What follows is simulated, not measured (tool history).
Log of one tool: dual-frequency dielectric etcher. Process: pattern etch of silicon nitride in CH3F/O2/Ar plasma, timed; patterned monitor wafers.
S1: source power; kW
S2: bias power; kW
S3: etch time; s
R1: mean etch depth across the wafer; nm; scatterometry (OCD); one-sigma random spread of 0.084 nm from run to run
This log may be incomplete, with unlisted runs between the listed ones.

{"run": 1, "hour": 0.0, "S1": 0.4, "S2": 0.067, "S3": 65.5, "R1": 47.21}
{"run": 2, "hour": 6.0, "S1": 0.38, "S2": 0.067, "S3": 65.5, "R1": 46.222}
{"run": 3, "hour": 11.3, "S1": 0.38, "S2": 0.067, "S3": 68.0, "R1": 48.059}
{"run": 4, "hour": 20.3, "S1": 0.37, "S2": 0.066, "S3": 68.0, "R1": 47.455}
{"run": 5, "hour": 22.7, "S1": 0.37, "S2": 0.072, "S3": 68.0, "R1": 49.064}
{"run": 6, "hour": 29.4, "S1": 0.37, "S2": 0.072, "S3": 68.0, "R1": 48.734}
{"run": 7, "hour": 35.3, "S1": 0.36, "S2": 0.071, "S3": 68.0, "R1": 48.129}
{"run": 8, "hour": 43.4, "S1": 0.35, "S2": 0.07, "S3": 68.0, "R1": 47.399}
{"run": 9, "hour": 44.0, "S1": 0.34, "S2": 0.069, "S3": 68.0, "R1": 46.806}
{"run": 10, "hour": 50.2, "S1": 0.33, "S2": 0.068, "S3": 68.0, "R1": 46.116}

Run 11, settings as shown, results not yet in. Your forecast:
{"run": 11, "hour": 52.5, "S1": 0.32, "S2": 0.067, "S3": 68.0, "R1": "?"}

{"run 11": {"R1": 45.347}}
